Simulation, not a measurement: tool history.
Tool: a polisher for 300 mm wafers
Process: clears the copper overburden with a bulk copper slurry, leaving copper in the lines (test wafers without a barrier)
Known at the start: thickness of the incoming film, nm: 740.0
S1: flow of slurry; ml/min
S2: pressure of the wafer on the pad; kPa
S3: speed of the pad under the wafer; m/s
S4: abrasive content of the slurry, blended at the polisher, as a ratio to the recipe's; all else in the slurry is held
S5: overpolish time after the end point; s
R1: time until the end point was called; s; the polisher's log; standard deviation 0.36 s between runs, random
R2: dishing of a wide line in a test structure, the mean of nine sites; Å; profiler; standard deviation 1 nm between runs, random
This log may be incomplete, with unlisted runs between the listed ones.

run	hour	S1	S2	S3	S4	S5	R1	R2
1	0.0	300	20.0	0.88	1.0	14	81.755	413.02
2	6.4	300	23.4	0.92	1.0	12	66.834	414.10
3	14.1	300	23.4	0.92	1.2	12	64.682	422.83
4	15.7	300	25.5	0.96	1.2	12	57.113	443.94
5	17.5	300	26.9	1.00	1.2	11	52.256	458.90
6	22.9	300	28.3	1.02	1.2	10	47.843	438.14

The next listed run, before its measurement:
7	27.8	300	29.0	1.04	1.2	10	?	?

{"run 7": {"R1": 46.48, "R2": 432.14}}
